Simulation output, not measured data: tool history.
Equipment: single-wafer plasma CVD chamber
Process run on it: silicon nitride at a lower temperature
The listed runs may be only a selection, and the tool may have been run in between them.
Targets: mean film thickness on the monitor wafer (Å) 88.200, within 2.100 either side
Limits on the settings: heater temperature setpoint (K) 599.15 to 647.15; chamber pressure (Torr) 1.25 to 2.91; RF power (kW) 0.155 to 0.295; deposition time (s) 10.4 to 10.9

run    day  heater temperature setpoint (K)  chamber pressure (Torr)  RF power (kW)  deposition time (s)  mean film thickness on the monitor wafer (Å)
  1  0.000                           623.15                     2.08          0.225                 10.9                                       105.180
  2  0.262                           623.15                     2.00          0.220                 10.9                                       100.630
  3  0.433                           617.15                     2.00          0.220                 10.9                                       101.970
  4  0.683                           610.15                     2.00          0.220                 10.9                                       102.160
  5  1.033                           610.15                     1.91          0.215                 10.9                                        98.346
  6  1.300                           610.15                     1.91          0.215                 10.9                                        98.615
  7  1.562                           610.15                     1.83          0.215                 10.9                                        97.506
  8  1.758                           610.15                     1.76          0.215                 10.9                                        96.643
  9  1.946                           610.15                     1.70          0.215                 10.9                                        96.475
 10  2.046                           610.15                     1.66          0.210                 10.9                                        94.207
 11  2.158                           610.15                     1.62          0.210                 10.9                                        93.889
 12  2.183                           610.15                     1.59          0.210                 10.9                                        92.946

4 candidate next runs follow, results not yet known. Just one meets every target within its allowed miss. Identify it.
  A  2.208                           611.15                     2.18          0.200                 10.9                                             ?
  B  2.208                           609.15                     1.44          0.210                 10.5                                             ?
  C  2.208                           613.15                     1.36          0.215                 10.7                                             ?
  D  2.208                           617.15                     1.59          0.215                 10.5                                             ?

move  mean film thickness on the monitor wafer (Å)
   A                                        92.789
   B                                        87.768
   C                                        90.624
   D                                        91.015
A: roughly where the last run was
B: all results land within tolerance of their targets
C: gains on the last run, yet a result remains outside its allowed miss
D: gains on the last run, yet a result remains outside its allowed miss
Go with B: it meets all targets.
